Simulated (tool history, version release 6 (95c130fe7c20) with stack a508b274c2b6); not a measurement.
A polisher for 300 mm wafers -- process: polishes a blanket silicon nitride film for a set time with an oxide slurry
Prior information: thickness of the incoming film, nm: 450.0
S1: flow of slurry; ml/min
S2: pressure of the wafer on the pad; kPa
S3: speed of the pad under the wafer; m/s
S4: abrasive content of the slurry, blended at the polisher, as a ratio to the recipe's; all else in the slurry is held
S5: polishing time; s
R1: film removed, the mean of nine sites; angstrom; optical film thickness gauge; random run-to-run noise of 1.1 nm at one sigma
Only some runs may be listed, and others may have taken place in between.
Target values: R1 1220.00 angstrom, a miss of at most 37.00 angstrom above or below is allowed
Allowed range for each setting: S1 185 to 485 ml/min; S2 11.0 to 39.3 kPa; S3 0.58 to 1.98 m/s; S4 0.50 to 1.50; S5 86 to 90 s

run,day,S1,S2,S3,S4,S5,R1
1,0.000,310,24.8,1.28,1.00,86,628.64
2,0.304,310,29.6,1.32,1.00,86,775.73
3,0.583,310,33.1,1.36,1.00,86,883.94
4,0.750,310,35.2,1.42,1.00,86,949.03
5,0.888,310,35.2,1.42,1.00,86,946.60
6,0.929,310,35.2,1.60,1.00,86,1046.20
7,1.183,310,36.5,1.62,1.00,86,1078.20
8,1.442,310,37.2,1.64,1.00,86,1126.30
9,1.646,310,37.9,1.64,1.00,86,1137.40
# day 1.954: slurry blender recalibrated
10,1.954,310,38.6,1.66,1.00,86,1399.20
11,2.212,310,38.6,1.66,1.00,86,1395.80
12,2.579,310,37.9,1.66,1.00,86,1373.70
13,2.721,310,37.2,1.66,1.00,86,1356.00
14,2.754,310,35.9,1.66,1.00,86,1276.00

Which of these 4 next moves meets every target?
A,2.788,320,33.8,1.78,1.00,87,?
B,2.788,235,36.5,1.58,1.05,88,?
C,2.788,310,35.2,1.62,0.95,88,?
D,2.788,185,38.6,1.58,1.10,86,?

move,R1
A,1303.50
B,1305.60
C,1236.10
D,1334.70
A: moves away from the targets compared with the last run
B: moves away from the targets compared with the last run
C: in spec on every target
D: moves away from the targets compared with the last run
Correct choice: C, which meets every target

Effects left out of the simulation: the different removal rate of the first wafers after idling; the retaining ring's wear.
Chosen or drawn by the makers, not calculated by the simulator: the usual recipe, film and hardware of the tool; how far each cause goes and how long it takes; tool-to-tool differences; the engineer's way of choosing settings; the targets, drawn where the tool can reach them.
